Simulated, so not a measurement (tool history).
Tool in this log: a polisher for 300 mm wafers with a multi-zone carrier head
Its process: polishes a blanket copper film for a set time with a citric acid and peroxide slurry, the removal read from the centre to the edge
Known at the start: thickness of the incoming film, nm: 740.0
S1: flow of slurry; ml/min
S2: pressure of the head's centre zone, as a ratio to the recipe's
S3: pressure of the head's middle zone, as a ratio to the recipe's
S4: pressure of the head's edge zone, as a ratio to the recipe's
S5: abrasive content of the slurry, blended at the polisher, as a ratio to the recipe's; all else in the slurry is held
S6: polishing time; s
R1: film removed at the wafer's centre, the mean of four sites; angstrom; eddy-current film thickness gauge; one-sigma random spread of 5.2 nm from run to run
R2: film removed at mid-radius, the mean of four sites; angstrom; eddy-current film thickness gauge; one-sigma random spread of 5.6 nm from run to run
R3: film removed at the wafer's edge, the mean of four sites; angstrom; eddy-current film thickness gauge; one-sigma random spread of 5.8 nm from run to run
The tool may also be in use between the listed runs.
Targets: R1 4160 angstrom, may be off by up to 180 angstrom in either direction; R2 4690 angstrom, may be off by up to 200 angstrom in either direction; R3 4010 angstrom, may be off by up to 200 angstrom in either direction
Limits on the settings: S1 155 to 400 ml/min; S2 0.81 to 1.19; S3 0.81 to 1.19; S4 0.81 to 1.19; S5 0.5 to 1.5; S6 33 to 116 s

run 1 day=0 | S1=255 S2=1 S3=1 S4=1 S5=1 S6=74 | R1=3089.9 R2=3193.1 R3=3087.8
run 2 day=0.129 | S1=295 S2=1 S3=1 S4=1 S5=1 S6=74 | R1=3177.2 R2=3133.2 R3=3237.8
run 3 day=0.254 | S1=295 S2=1 S3=1.03 S4=1 S5=1 S6=74 | R1=3154.2 R2=3267.6 R3=3232.7
run 4 day=0.512 | S1=290 S2=1.01 S3=1.05 S4=1 S5=1.1 S6=76 | R1=3438.7 R2=3429.8 R3=3296.3
run 5 day=0.675 | S1=285 S2=0.99 S3=1.07 S4=1 S5=1.15 S6=79 | R1=3375 R2=3789.5 R3=3566
run 6 day=0.908 | S1=285 S2=1 S3=1.09 S4=1 S5=1.2 S6=80 | R1=3496.2 R2=3854.1 R3=3601.1
run 7 day=1.25 | S1=285 S2=1.01 S3=1.11 S4=0.99 S5=1.25 S6=82 | R1=3741.9 R2=4032.6 R3=3616
run 8 day=1.5 | S1=285 S2=1.01 S3=1.12 S4=0.99 S5=1.3 S6=83 | R1=3872.4 R2=4186.4 R3=3777
run 9 day=1.629 | S1=285 S2=1.01 S3=1.13 S4=0.99 S5=1.35 S6=83 | R1=3868 R2=4252.8 R3=3696.4
run 10 day=1.758 | S1=290 S2=1.01 S3=1.14 S4=1 S5=1.35 S6=84 | R1=3866.8 R2=4415.4 R3=3827.9
run 11 day=1.8 | S1=295 S2=1.02 S3=1.14 S4=1.01 S5=1.35 S6=84 | R1=3970.3 R2=4330.7 R3=3801.9
run 12 day=1.975 | S1=295 S2=1.02 S3=1.15 S4=1.01 S5=1.4 S6=85 | R1=4026.2 R2=4471.9 R3=3949.9

5 candidate next runs follow, results not yet known. Just one meets every target within its allowed miss. Identify it.
run A day=2.15 | S1=270 S2=1.19 S3=1.19 S4=0.81 S5=1.5 S6=85 | R1=? R2=? R3=?
run B day=2.15 | S1=330 S2=1.06 S3=1.19 S4=1.08 S5=1.15 S6=88 | R1=? R2=? R3=?
run C day=2.15 | S1=330 S2=1.02 S3=1.12 S4=0.97 S5=1.5 S6=82 | R1=? R2=? R3=?
run D day=2.15 | S1=335 S2=0.93 S3=1.08 S4=1.04 S5=1.25 S6=88 | R1=? R2=? R3=?
run E day=2.15 | S1=235 S2=1.14 S3=1.17 S4=0.97 S5=1.4 S6=91 | R1=? R2=? R3=?

move=A R1=4670.3 R2=4649.6 R3=3696.8
move=B R1=4155.9 R2=4640.6 R3=4025.1
move=C R1=3946.3 R2=4350.9 R3=3836
move=D R1=3711.6 R2=4356.1 R3=4055.2
move=E R1=4623.9 R2=4746.7 R3=4068.1
A: meets the target for the result that was furthest off, but another lies outside its allowed miss
B: each result inside its tolerance
C: misses by more than the last run did
D: misses by more than the last run did
E: meets the target for the result that was furthest off, but another lies outside its allowed miss
The right move is B.
